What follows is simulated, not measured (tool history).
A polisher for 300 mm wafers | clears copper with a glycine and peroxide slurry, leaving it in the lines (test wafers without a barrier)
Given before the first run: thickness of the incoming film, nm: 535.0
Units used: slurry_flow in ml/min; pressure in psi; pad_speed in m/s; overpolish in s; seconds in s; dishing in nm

{"run": 1, "hour": 0.0, "slurry_flow": 270, "pressure": 2.9, "pad_speed": 1.02, "overpolish": 24, "seconds": 82.172, "dishing": 80.561}
{"run": 2, "hour": 7.1, "slurry_flow": 270, "pressure": 2.9, "pad_speed": 1.02, "overpolish": 25, "seconds": 80.292, "dishing": 82.763}
{"run": 3, "hour": 8.3, "slurry_flow": 270, "pressure": 2.9, "pad_speed": 1.02, "overpolish": 26, "seconds": 84.503, "dishing": 83.32}
{"run": 4, "hour": 15.1, "slurry_flow": 270, "pressure": 2.9, "pad_speed": 1.02, "overpolish": 27, "seconds": 82.628, "dishing": 87.48}
{"run": 5, "hour": 20.1, "slurry_flow": 270, "pressure": 2.9, "pad_speed": 1.02, "overpolish": 23, "seconds": 82.096, "dishing": 77.633}
{"run": 6, "hour": 25.6, "slurry_flow": 270, "pressure": 2.9, "pad_speed": 1.14, "overpolish": 23, "seconds": 77.018, "dishing": 79.91}
{"run": 7, "hour": 28.8, "slurry_flow": 270, "pressure": 2.9, "pad_speed": 1.12, "overpolish": 24, "seconds": 77.076, "dishing": 82.859}

Estimate the outcome of run 8 from the log above:
{"run": 8, "hour": 30.1, "slurry_flow": 270, "pressure": 2.9, "pad_speed": 1.12, "overpolish": 25, "seconds": "?", "dishing": "?"}

{"run 8": {"seconds": 78.51, "dishing": 85.479}}
